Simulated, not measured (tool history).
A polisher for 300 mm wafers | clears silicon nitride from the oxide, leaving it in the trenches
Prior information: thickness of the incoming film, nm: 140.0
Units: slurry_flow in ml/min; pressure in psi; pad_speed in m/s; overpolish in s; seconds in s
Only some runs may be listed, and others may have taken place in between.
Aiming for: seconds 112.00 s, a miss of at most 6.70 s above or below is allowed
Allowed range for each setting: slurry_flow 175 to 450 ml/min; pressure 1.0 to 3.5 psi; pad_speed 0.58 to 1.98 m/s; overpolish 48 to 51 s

run  hour  slurry_flow  pressure  pad_speed  overpolish  seconds
  1   0.0          290       2.2       1.28          48   200.32
  2   3.2          225       2.2       1.28          48   203.19
  3   5.5          225       2.2       1.28          51   203.52
  4  11.6          225       2.0       1.28          51   218.98
  5  13.6          290       2.0       1.28          51   214.88
  6  21.6          290       2.1       1.30          51   200.07
  7  22.7          290       2.2       1.30          51   193.55
     23.9  -- worn pad replaced by a new one
  8  23.9          290       2.3       1.30          51   169.89
  9  29.9          290       2.9       1.34          51   125.80

Pick the move, out of 4, that brings all results within their allowed miss; only one does.
  A  35.9          310       2.9       1.48          51        ?
  B  35.9          320       2.6       1.42          48        ?
  C  35.9          295       3.2       1.20          48        ?
  D  35.9          305       3.1       1.56          49        ?

move  seconds
   A   112.93
   B   130.41
   C   126.34
   D   100.67
A: all results in spec
B: the biggest miss grows against the last run
C: no nearer and no further than the last run
D: the result that was furthest off in the last run now lies on the other side of its target
Go with A: it meets all targets.
